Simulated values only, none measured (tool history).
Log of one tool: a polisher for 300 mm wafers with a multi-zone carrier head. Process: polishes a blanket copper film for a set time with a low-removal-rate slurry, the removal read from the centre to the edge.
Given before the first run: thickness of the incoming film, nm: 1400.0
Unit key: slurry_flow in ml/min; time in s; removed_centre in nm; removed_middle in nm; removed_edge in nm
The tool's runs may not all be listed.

{"run": 1, "day": 0.0, "slurry_flow": 145, "centre_zone": 1, "middle_zone": 1, "edge_zone": 1, "slurry_solids": 1, "time": 78, "removed_centre": 262.11, "removed_middle": 258.44, "removed_edge": 258.59}
{"run": 2, "day": 0.254, "slurry_flow": 145, "centre_zone": 1, "middle_zone": 1, "edge_zone": 1, "slurry_solids": 1, "time": 60, "removed_centre": 198.77, "removed_middle": 198.68, "removed_edge": 201.45}
{"run": 3, "day": 0.367, "slurry_flow": 165, "centre_zone": 1, "middle_zone": 1, "edge_zone": 1, "slurry_solids": 1, "time": 60, "removed_centre": 206.29, "removed_middle": 202.46, "removed_edge": 200.42}
{"run": 4, "day": 0.45, "slurry_flow": 165, "centre_zone": 1, "middle_zone": 1.08, "edge_zone": 1, "slurry_solids": 1, "time": 60, "removed_centre": 209.26, "removed_middle": 214.87, "removed_edge": 202.41}
{"run": 5, "day": 0.612, "slurry_flow": 165, "centre_zone": 1, "middle_zone": 1.08, "edge_zone": 1, "slurry_solids": 0.9, "time": 60, "removed_centre": 192.75, "removed_middle": 208.05, "removed_edge": 195.37}
{"run": 6, "day": 0.708, "slurry_flow": 165, "centre_zone": 1, "middle_zone": 1.08, "edge_zone": 1, "slurry_solids": 0.9, "time": 53, "removed_centre": 170.84, "removed_middle": 186.02, "removed_edge": 171.77}
{"run": 7, "day": 0.821, "slurry_flow": 160, "centre_zone": 1, "middle_zone": 1.05, "edge_zone": 0.98, "slurry_solids": 0.85, "time": 53, "removed_centre": 172.93, "removed_middle": 176.45, "removed_edge": 166.25}
{"run": 8, "day": 1.079, "slurry_flow": 155, "centre_zone": 0.98, "middle_zone": 1.04, "edge_zone": 0.97, "slurry_solids": 0.85, "time": 53, "removed_centre": 164.6, "removed_middle": 173.68, "removed_edge": 166.4}
{"run": 9, "day": 1.3, "slurry_flow": 150, "centre_zone": 0.97, "middle_zone": 1.03, "edge_zone": 0.95, "slurry_solids": 0.85, "time": 53, "removed_centre": 162.83, "removed_middle": 175.17, "removed_edge": 168.37}
{"run": 10, "day": 1.55, "slurry_flow": 150, "centre_zone": 0.97, "middle_zone": 1.02, "edge_zone": 0.95, "slurry_solids": 0.8, "time": 53, "removed_centre": 161.41, "removed_middle": 169.16, "removed_edge": 163.24}
{"run": 11, "day": 1.854, "slurry_flow": 145, "centre_zone": 0.97, "middle_zone": 1.01, "edge_zone": 0.94, "slurry_solids": 0.75, "time": 53, "removed_centre": 158.54, "removed_middle": 163.82, "removed_edge": 160.74}
{"run": 12, "day": 2.012, "slurry_flow": 145, "centre_zone": 0.97, "middle_zone": 1.01, "edge_zone": 0.93, "slurry_solids": 0.7, "time": 53, "removed_centre": 155.95, "removed_middle": 163.36, "removed_edge": 152.09}
{"run": 13, "day": 2.183, "slurry_flow": 140, "centre_zone": 0.96, "middle_zone": 1, "edge_zone": 0.93, "slurry_solids": 0.7, "time": 53, "removed_centre": 154.88, "removed_middle": 159.2, "removed_edge": 152.14}
{"run": 14, "day": 2.317, "slurry_flow": 135, "centre_zone": 0.95, "middle_zone": 0.99, "edge_zone": 0.93, "slurry_solids": 0.7, "time": 53, "removed_centre": 150.86, "removed_middle": 159.39, "removed_edge": 151.06}
{"run": 15, "day": 2.608, "slurry_flow": 100, "centre_zone": 0.95, "middle_zone": 0.9, "edge_zone": 0.9, "slurry_solids": 0.6, "time": 53, "removed_centre": 137.34, "removed_middle": 131.59, "removed_edge": 140.38}

What will run 16 give?
{"run": 16, "day": 2.675, "slurry_flow": 105, "centre_zone": 0.95, "middle_zone": 0.91, "edge_zone": 0.9, "slurry_solids": 0.6, "time": 53, "removed_centre": "?", "removed_middle": "?", "removed_edge": "?"}

removed_centre: 143.12 nm
removed_middle: 134.71 nm
removed_edge: 139.79 nm
